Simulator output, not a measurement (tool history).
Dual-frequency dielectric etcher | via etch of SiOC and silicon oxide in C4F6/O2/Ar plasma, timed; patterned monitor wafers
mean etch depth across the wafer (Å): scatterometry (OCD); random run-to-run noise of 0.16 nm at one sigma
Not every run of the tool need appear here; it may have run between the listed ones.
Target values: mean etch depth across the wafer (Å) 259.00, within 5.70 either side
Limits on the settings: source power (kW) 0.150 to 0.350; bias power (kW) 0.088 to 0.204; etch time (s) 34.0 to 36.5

| run | hour | source power (kW) | bias power (kW) | etch time (s) | mean etch depth across the wafer (Å) |
|---|---|---|---|---|---|
| 1 | 0.0 | 0.250 | 0.146 | 36.5 | 342.65 |
| 2 | 5.0 | 0.270 | 0.146 | 36.5 | 353.15 |
| 3 | 6.7 | 0.250 | 0.132 | 36.0 | 324.37 |
| 4 | 7.6 | 0.250 | 0.147 | 36.0 | 339.13 |
| 5 | 13.1 | 0.250 | 0.147 | 34.0 | 316.96 |
| 6 | 17.0 | 0.230 | 0.147 | 34.0 | 304.74 |
| 7 | 21.1 | 0.210 | 0.145 | 34.0 | 285.27 |
| 8 | 28.5 | 0.200 | 0.144 | 34.0 | 274.99 |
| 9 | 35.7 | 0.200 | 0.144 | 34.0 | 276.67 |
| 10 | 43.8 | 0.190 | 0.144 | 34.0 | 268.38 |

Exercise: of the 5 proposed moves below, exactly one satisfies all targets within the stated allowed misses. Which move is it?
| A | 51.9 | 0.180 | 0.145 | 35.5 | ? |
| B | 51.9 | 0.180 | 0.151 | 35.0 | ? |
| C | 51.9 | 0.160 | 0.151 | 34.0 | ? |
| D | 51.9 | 0.210 | 0.127 | 35.5 | ? |
| E | 51.9 | 0.190 | 0.120 | 35.0 | ? |

| move | mean etch depth across the wafer (Å) |
|---|---|
| A | 273.92 |
| B | 274.24 |
| C | 244.07 |
| D | 285.86 |
| E | 260.10 |
A: lands further from the targets than the last run did
B: lands further from the targets than the last run did
C: carries the result that was furthest off beyond its target, to the other side
D: lands further from the targets than the last run did
E: each result inside its tolerance
Answer: E

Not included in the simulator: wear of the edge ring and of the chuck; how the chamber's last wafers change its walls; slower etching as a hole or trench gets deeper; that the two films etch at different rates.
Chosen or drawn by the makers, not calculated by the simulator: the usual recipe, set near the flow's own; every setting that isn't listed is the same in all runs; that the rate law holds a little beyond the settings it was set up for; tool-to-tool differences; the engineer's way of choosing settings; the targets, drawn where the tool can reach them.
